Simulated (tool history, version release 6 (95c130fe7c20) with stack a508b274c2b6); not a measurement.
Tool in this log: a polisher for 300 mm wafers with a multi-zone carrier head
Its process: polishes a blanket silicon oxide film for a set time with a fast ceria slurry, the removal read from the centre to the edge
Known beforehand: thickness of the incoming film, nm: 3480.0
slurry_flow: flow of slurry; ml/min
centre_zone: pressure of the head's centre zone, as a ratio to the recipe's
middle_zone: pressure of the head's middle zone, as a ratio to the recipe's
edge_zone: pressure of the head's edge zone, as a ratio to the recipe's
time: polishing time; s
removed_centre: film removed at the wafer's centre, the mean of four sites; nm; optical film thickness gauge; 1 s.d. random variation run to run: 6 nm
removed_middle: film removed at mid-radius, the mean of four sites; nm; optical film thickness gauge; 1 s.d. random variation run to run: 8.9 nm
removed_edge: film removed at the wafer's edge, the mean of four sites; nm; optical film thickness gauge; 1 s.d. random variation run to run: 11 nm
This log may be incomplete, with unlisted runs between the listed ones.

{"run": 1, "hour": 0.0, "slurry_flow": 295, "centre_zone": 1, "middle_zone": 1, "edge_zone": 1, "time": 83, "removed_centre": 1048.4, "removed_middle": 1052.8, "removed_edge": 1014}
{"run": 2, "hour": 1.6, "slurry_flow": 295, "centre_zone": 1, "middle_zone": 0.98, "edge_zone": 0.98, "time": 81, "removed_centre": 1026.2, "removed_middle": 1017.8, "removed_edge": 992.42}
{"run": 3, "hour": 5.7, "slurry_flow": 295, "centre_zone": 1, "middle_zone": 0.98, "edge_zone": 0.93, "time": 81, "removed_centre": 1017, "removed_middle": 997.92, "removed_edge": 970.18}
{"run": 4, "hour": 8.0, "slurry_flow": 295, "centre_zone": 1, "middle_zone": 0.91, "edge_zone": 0.93, "time": 81, "removed_centre": 1009.4, "removed_middle": 964.23, "removed_edge": 957.82}
{"run": 5, "hour": 11.6, "slurry_flow": 295, "centre_zone": 1, "middle_zone": 0.9, "edge_zone": 0.92, "time": 79, "removed_centre": 1004.1, "removed_middle": 926.91, "removed_edge": 902.42}
{"run": 6, "hour": 17.5, "slurry_flow": 295, "centre_zone": 1, "middle_zone": 0.85, "edge_zone": 0.92, "time": 79, "removed_centre": 999.97, "removed_middle": 888.96, "removed_edge": 953.84}
{"run": 7, "hour": 20.6, "slurry_flow": 295, "centre_zone": 1, "middle_zone": 0.85, "edge_zone": 0.91, "time": 78, "removed_centre": 973.82, "removed_middle": 876.83, "removed_edge": 900.59}
{"run": 8, "hour": 24.0, "slurry_flow": 290, "centre_zone": 1, "middle_zone": 0.85, "edge_zone": 0.91, "time": 77, "removed_centre": 976.24, "removed_middle": 855.75, "removed_edge": 927.79}
{"run": 9, "hour": 25.4, "slurry_flow": 295, "centre_zone": 1, "middle_zone": 0.85, "edge_zone": 0.9, "time": 76, "removed_centre": 972.4, "removed_middle": 853.58, "removed_edge": 878.84}
{"run": 10, "hour": 26.2, "slurry_flow": 290, "centre_zone": 1, "middle_zone": 0.85, "edge_zone": 0.89, "time": 75, "removed_centre": 947.85, "removed_middle": 842.47, "removed_edge": 873.74}

Forecast run 11:
{"run": 11, "hour": 32.2, "slurry_flow": 290, "centre_zone": 1, "middle_zone": 0.85, "edge_zone": 0.88, "time": 74, "removed_centre": "?", "removed_middle": "?", "removed_edge": "?"}

{"run 11": {"removed_centre": 942.23, "removed_middle": 839.19, "removed_edge": 852.94}}
